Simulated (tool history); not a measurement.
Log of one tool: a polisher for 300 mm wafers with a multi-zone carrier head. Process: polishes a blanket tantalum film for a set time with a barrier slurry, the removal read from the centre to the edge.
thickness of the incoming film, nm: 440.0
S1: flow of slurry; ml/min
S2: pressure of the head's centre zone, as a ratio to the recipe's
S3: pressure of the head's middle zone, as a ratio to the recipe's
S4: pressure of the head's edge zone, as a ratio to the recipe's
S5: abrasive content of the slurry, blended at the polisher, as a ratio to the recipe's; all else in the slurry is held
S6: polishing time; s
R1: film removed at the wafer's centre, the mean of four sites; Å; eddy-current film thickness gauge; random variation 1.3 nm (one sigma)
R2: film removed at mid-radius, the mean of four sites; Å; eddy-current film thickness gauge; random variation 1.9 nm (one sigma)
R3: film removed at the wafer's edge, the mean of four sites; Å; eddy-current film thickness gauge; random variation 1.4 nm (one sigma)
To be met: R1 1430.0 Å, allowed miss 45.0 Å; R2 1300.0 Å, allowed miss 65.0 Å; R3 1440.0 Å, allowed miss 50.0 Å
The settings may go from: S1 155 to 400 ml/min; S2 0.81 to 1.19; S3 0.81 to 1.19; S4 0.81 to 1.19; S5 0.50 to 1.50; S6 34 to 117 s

{"run": 1, "hour": 0.0, "S1": 255, "S2": 1.0, "S3": 1.0, "S4": 1.0, "S5": 1.0, "S6": 75, "R1": 1224.3, "R2": 1171.3, "R3": 1176.2}
{"run": 2, "hour": 8.6, "S1": 255, "S2": 1.0, "S3": 1.0, "S4": 1.0, "S5": 1.0, "S6": 93, "R1": 1519.2, "R2": 1457.5, "R3": 1466.2}
{"run": 3, "hour": 10.2, "S1": 250, "S2": 1.0, "S3": 0.99, "S4": 1.0, "S5": 1.0, "S6": 93, "R1": 1504.6, "R2": 1394.7, "R3": 1444.9}
{"run": 4, "hour": 18.4, "S1": 250, "S2": 0.95, "S3": 0.99, "S4": 1.0, "S5": 1.0, "S6": 93, "R1": 1453.0, "R2": 1412.6, "R3": 1459.1}
{"run": 5, "hour": 22.1, "S1": 250, "S2": 0.95, "S3": 0.99, "S4": 0.95, "S5": 1.0, "S6": 93, "R1": 1438.6, "R2": 1433.1, "R3": 1430.1}
{"run": 6, "hour": 24.2, "S1": 250, "S2": 0.95, "S3": 0.99, "S4": 0.95, "S5": 1.15, "S6": 93, "R1": 1516.7, "R2": 1514.1, "R3": 1469.3}
{"run": 7, "hour": 31.6, "S1": 245, "S2": 0.95, "S3": 0.97, "S4": 0.95, "S5": 1.15, "S6": 93, "R1": 1509.9, "R2": 1455.6, "R3": 1479.8}
{"run": 8, "hour": 39.5, "S1": 240, "S2": 0.95, "S3": 0.96, "S4": 0.95, "S5": 1.15, "S6": 93, "R1": 1503.7, "R2": 1504.7, "R3": 1491.2}
{"run": 9, "hour": 40.3, "S1": 245, "S2": 0.96, "S3": 0.95, "S4": 0.96, "S5": 1.1, "S6": 93, "R1": 1508.6, "R2": 1468.6, "R3": 1491.3}

Which of these 5 next moves meets every target?
{"run": "A", "hour": 41.1, "S1": 245, "S2": 1.17, "S3": 0.89, "S4": 1.02, "S5": 1.15, "S6": 92, "R1": "?", "R2": "?", "R3": "?"}
{"run": "B", "hour": 41.1, "S1": 225, "S2": 1.04, "S3": 0.99, "S4": 1.18, "S5": 0.95, "S6": 87, "R1": "?", "R2": "?", "R3": "?"}
{"run": "C", "hour": 41.1, "S1": 255, "S2": 0.82, "S3": 1.09, "S4": 0.9, "S5": 1.15, "S6": 98, "R1": "?", "R2": "?", "R3": "?"}
{"run": "D", "hour": 41.1, "S1": 220, "S2": 1.16, "S3": 0.87, "S4": 0.97, "S5": 1.05, "S6": 93, "R1": "?", "R2": "?", "R3": "?"}
{"run": "E", "hour": 41.1, "S1": 275, "S2": 1.02, "S3": 0.91, "S4": 1.02, "S5": 1.1, "S6": 92, "R1": "?", "R2": "?", "R3": "?"}

move=A R1=1835.3 R2=1388.3 R3=1527.8
move=B R1=1438.5 R2=1338.1 R3=1454.5
move=C R1=1376.1 R2=1760.5 R3=1535.8
move=D R1=1762.1 R2=1322.7 R3=1452.7
move=E R1=1604.2 R2=1417.3 R3=1525.0
A: further off than the last run
B: meets every target
C: further off than the last run
D: brings the result that was furthest off to its target, and leaves another outside
E: further off than the last run
The right move is B.

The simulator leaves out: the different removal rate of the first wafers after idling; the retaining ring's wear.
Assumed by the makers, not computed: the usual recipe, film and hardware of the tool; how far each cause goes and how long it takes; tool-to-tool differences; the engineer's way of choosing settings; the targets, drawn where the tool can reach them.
